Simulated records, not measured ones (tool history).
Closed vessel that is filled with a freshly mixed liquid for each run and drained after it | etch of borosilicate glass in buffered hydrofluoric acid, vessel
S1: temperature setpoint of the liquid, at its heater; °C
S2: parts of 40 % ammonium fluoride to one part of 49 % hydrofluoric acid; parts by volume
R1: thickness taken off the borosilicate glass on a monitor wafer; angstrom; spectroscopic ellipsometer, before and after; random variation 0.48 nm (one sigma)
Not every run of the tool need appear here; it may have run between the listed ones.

run 1 day=0.000 | S1=22.0 S2=7.0 time_in_the_liquid_(s)=100 | R1=1657.60
run 2 day=0.238 | S1=18.5 S2=7.0 time_in_the_liquid_(s)=100 | R1=1369.20
run 3 day=0.467 | S1=18.0 S2=8.0 time_in_the_liquid_(s)=100 | R1=1155.10
run 4 day=0.675 | S1=18.0 S2=8.0 time_in_the_liquid_(s)=105 | R1=1197.80
run 5 day=0.762 | S1=17.5 S2=8.5 time_in_the_liquid_(s)=105 | R1=1107.40
run 6 day=1.083 | S1=17.5 S2=8.5 time_in_the_liquid_(s)=100 | R1=1039.80
run 7 day=1.367 | S1=17.5 S2=9.0 time_in_the_liquid_(s)=100 | R1=979.41
run 8 day=1.683 | S1=17.5 S2=9.5 time_in_the_liquid_(s)=100 | R1=939.87

Expected results for the next run?
run 9 day=1.758 | S1=17.0 S2=10.0 time_in_the_liquid_(s)=100 | R1=?

{"run 9": {"R1": 889.26}}
